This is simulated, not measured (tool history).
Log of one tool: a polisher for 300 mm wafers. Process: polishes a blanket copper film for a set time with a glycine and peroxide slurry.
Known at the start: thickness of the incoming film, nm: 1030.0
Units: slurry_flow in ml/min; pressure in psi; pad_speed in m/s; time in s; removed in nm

run	hour	slurry_flow	pressure	pad_speed	time	removed
1	0	240	3.3	1.06	30	218.78
2	4.4	280	3.3	1.06	30	221.31
3	5.2	280	3.3	1.22	30	244.6
4	6	280	3.5	1.22	30	258.35
5	10.1	280	3.7	1.22	30	270.35
6	11.6	280	3.8	1.22	30	274.99

Run 7 comes next. What will it give?
7	15.6	280	3.9	1.22	30	?

{"run 7": {"removed": 278.21}}
